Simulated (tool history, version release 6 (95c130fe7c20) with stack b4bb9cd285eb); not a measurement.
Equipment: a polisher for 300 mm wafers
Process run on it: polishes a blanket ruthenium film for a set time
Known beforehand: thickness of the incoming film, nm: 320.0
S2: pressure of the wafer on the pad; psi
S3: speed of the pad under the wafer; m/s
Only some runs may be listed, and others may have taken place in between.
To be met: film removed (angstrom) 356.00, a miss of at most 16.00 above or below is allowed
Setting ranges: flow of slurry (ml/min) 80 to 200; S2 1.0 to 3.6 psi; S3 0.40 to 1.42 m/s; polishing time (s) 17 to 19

run 1 hour=0.0 | flow_of_slurry_(ml/min)=130 S2=2.3 S3=0.90 polishing_time_(s)=19 | film_removed_(angstrom)=209.53
run 2 hour=6.8 | flow_of_slurry_(ml/min)=130 S2=2.3 S3=0.70 polishing_time_(s)=19 | film_removed_(angstrom)=171.51
run 3 hour=10.3 | flow_of_slurry_(ml/min)=135 S2=2.5 S3=0.72 polishing_time_(s)=19 | film_removed_(angstrom)=189.64
run 4 hour=11.0 | flow_of_slurry_(ml/min)=135 S2=2.5 S3=0.62 polishing_time_(s)=19 | film_removed_(angstrom)=169.28
run 5 hour=16.8 | flow_of_slurry_(ml/min)=135 S2=2.7 S3=0.66 polishing_time_(s)=19 | film_removed_(angstrom)=195.86
run 6 hour=19.4 | flow_of_slurry_(ml/min)=135 S2=2.9 S3=0.68 polishing_time_(s)=19 | film_removed_(angstrom)=211.34
run 7 hour=21.4 | flow_of_slurry_(ml/min)=140 S2=3.0 S3=0.72 polishing_time_(s)=19 | film_removed_(angstrom)=233.27
run 8 hour=29.0 | flow_of_slurry_(ml/min)=140 S2=3.1 S3=0.74 polishing_time_(s)=19 | film_removed_(angstrom)=241.88
run 9 hour=29.8 | flow_of_slurry_(ml/min)=140 S2=3.2 S3=0.78 polishing_time_(s)=19 | film_removed_(angstrom)=253.90
run 10 hour=35.4 | flow_of_slurry_(ml/min)=140 S2=3.2 S3=0.78 polishing_time_(s)=19 | film_removed_(angstrom)=252.38
run 11 hour=39.9 | flow_of_slurry_(ml/min)=145 S2=3.3 S3=0.82 polishing_time_(s)=19 | film_removed_(angstrom)=269.83
run 12 hour=41.7 | flow_of_slurry_(ml/min)=145 S2=3.4 S3=0.86 polishing_time_(s)=19 | film_removed_(angstrom)=283.61
run 13 hour=47.4 | flow_of_slurry_(ml/min)=145 S2=3.4 S3=0.90 polishing_time_(s)=19 | film_removed_(angstrom)=297.36
run 14 hour=56.1 | flow_of_slurry_(ml/min)=145 S2=3.4 S3=0.92 polishing_time_(s)=19 | film_removed_(angstrom)=310.06
run 15 hour=59.1 | flow_of_slurry_(ml/min)=145 S2=3.4 S3=0.94 polishing_time_(s)=19 | film_removed_(angstrom)=308.60
run 16 hour=66.6 | flow_of_slurry_(ml/min)=145 S2=3.4 S3=0.96 polishing_time_(s)=19 | film_removed_(angstrom)=306.47
run 17 hour=71.4 | flow_of_slurry_(ml/min)=145 S2=3.4 S3=0.98 polishing_time_(s)=19 | film_removed_(angstrom)=315.58
run 18 hour=77.2 | flow_of_slurry_(ml/min)=145 S2=3.4 S3=0.98 polishing_time_(s)=19 | film_removed_(angstrom)=324.09
run 19 hour=78.3 | flow_of_slurry_(ml/min)=145 S2=3.5 S3=1.00 polishing_time_(s)=19 | film_removed_(angstrom)=332.88

4 next moves are on the table. One of them brings every result within its allowed miss. Which?
run A hour=79.4 | flow_of_slurry_(ml/min)=130 S2=3.6 S3=1.10 polishing_time_(s)=19 | film_removed_(angstrom)=?
run B hour=79.4 | flow_of_slurry_(ml/min)=130 S2=3.6 S3=0.96 polishing_time_(s)=19 | film_removed_(angstrom)=?
run C hour=79.4 | flow_of_slurry_(ml/min)=140 S2=3.6 S3=0.98 polishing_time_(s)=19 | film_removed_(angstrom)=?
run D hour=79.4 | flow_of_slurry_(ml/min)=160 S2=3.6 S3=1.02 polishing_time_(s)=17 | film_removed_(angstrom)=?

move=A film_removed_(angstrom)=355.90
move=B film_removed_(angstrom)=321.53
move=C film_removed_(angstrom)=329.99
move=D film_removed_(angstrom)=309.85
A: in spec on every target
B: moves away from the targets compared with the last run
C: moves away from the targets compared with the last run
D: moves away from the targets compared with the last run
Correct choice: A, which meets every target
